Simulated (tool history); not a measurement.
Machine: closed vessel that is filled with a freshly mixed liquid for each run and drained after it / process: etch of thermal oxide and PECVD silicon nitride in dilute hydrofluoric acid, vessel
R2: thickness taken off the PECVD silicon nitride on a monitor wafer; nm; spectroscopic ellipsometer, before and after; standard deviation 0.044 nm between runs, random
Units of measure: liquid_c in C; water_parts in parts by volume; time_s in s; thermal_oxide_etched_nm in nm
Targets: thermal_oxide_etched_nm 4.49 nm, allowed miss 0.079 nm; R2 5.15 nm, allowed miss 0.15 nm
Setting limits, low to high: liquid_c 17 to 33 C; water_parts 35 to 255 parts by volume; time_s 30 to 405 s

Run 1, hour 0: liquid_c 25 C, water_parts 145 parts by volume, time_s 205 s. Result: thermal_oxide_etched_nm 7.2464 nm, R2 8.9081 nm.
Run 2, hour 6: liquid_c 24 C, water_parts 150 parts by volume, time_s 205 s. Result: thermal_oxide_etched_nm 6.5753 nm, R2 8.1394 nm.
Run 3, hour 7.6: liquid_c 23 C, water_parts 150 parts by volume, time_s 205 s. Result: thermal_oxide_etched_nm 6.3996 nm, R2 7.6138 nm.
Run 4, hour 8.9: liquid_c 21.5 C, water_parts 150 parts by volume, time_s 205 s. Result: thermal_oxide_etched_nm 6.0057 nm, R2 6.8913 nm.
Run 5, hour 15.2: liquid_c 21 C, water_parts 155 parts by volume, time_s 205 s. Result: thermal_oxide_etched_nm 5.714 nm, R2 6.5266 nm.
Run 6, hour 23.5: liquid_c 20.5 C, water_parts 160 parts by volume, time_s 205 s. Result: thermal_oxide_etched_nm 5.328 nm, R2 6.1222 nm.
Run 7, hour 25.3: liquid_c 20 C, water_parts 165 parts by volume, time_s 205 s. Result: thermal_oxide_etched_nm 5.1546 nm, R2 5.7648 nm.
Run 8, hour 26.3: liquid_c 20 C, water_parts 170 parts by volume, time_s 205 s. Result: thermal_oxide_etched_nm 4.8703 nm, R2 5.534 nm.
Run 9, hour 28.8: liquid_c 20 C, water_parts 175 parts by volume, time_s 205 s. Result: thermal_oxide_etched_nm 4.7474 nm, R2 5.3951 nm.
Run 10, hour 30.6: liquid_c 20 C, water_parts 180 parts by volume, time_s 205 s. Result: thermal_oxide_etched_nm 4.5807 nm, R2 5.2046 nm.

Pick the move, out of 4, that brings all results within their allowed miss; only one does.
Run A, hour 32.4: liquid_c 18.5 C, water_parts 185 parts by volume, time_s 230 s. Result: thermal_oxide_etched_nm ?, R2 ?.
Run B, hour 32.4: liquid_c 17 C, water_parts 165 parts by volume, time_s 215 s. Result: thermal_oxide_etched_nm ?, R2 ?.
Run C, hour 32.4: liquid_c 20 C, water_parts 175 parts by volume, time_s 195 s. Result: thermal_oxide_etched_nm ?, R2 ?.
Run D, hour 32.4: liquid_c 17 C, water_parts 180 parts by volume, time_s 240 s. Result: thermal_oxide_etched_nm ?, R2 ?.

move  thermal_oxide_etched_nm      R2
   A                   4.7264  5.2051
   B                   4.7546  4.9093
   C                   4.5385   5.146
   D                   4.7968  5.0405
A: moves away from the targets compared with the last run
B: moves away from the targets compared with the last run
C: meets every target
D: moves away from the targets compared with the last run
Go with C: it meets all targets.
